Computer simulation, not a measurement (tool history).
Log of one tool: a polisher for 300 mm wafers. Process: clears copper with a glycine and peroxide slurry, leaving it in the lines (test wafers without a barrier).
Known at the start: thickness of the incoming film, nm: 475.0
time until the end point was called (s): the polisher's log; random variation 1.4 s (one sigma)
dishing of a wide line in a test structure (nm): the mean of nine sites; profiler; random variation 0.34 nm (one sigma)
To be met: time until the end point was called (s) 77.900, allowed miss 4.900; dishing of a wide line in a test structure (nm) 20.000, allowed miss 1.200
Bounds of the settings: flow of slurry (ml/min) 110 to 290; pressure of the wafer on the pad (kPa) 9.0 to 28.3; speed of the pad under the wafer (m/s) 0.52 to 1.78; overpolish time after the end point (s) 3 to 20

run	day	flow of slurry (ml/min)	pressure of the wafer on the pad (kPa)	speed of the pad under the wafer (m/s)	overpolish time after the end point (s)	time until the end point was called (s)	dishing of a wide line in a test structure (nm)
1	0.000	185	18.6	1.14	10	67.855	33.062
2	0.183	185	14.5	1.14	10	83.670	31.200
3	0.254	180	15.9	1.06	8	82.061	26.358
4	0.438	140	15.9	1.06	8	88.518	25.551
5	0.783	140	13.1	1.06	8	99.903	22.981
6	0.979	140	13.1	1.06	4	103.320	13.493
7	1.062	140	13.1	1.06	4	100.150	13.165
8	1.288	145	14.5	1.04	4	95.148	14.664

Which of these 4 next moves meets every target?
A	1.512	210	15.9	1.22	4	?	?
B	1.512	130	12.4	0.96	7	?	?
C	1.512	135	15.2	0.98	6	?	?
D	1.512	125	11.0	1.78	5	?	?

move	time until the end point was called (s)	dishing of a wide line in a test structure (nm)
A	72.514	17.608
B	116.660	19.053
C	97.279	19.374
D	78.812	19.431
A: nearer than the last run, and not there yet
B: brings the result that was furthest off to its target, and leaves another outside
C: brings the result that was furthest off to its target, and leaves another outside
D: meets every target
Answer: D

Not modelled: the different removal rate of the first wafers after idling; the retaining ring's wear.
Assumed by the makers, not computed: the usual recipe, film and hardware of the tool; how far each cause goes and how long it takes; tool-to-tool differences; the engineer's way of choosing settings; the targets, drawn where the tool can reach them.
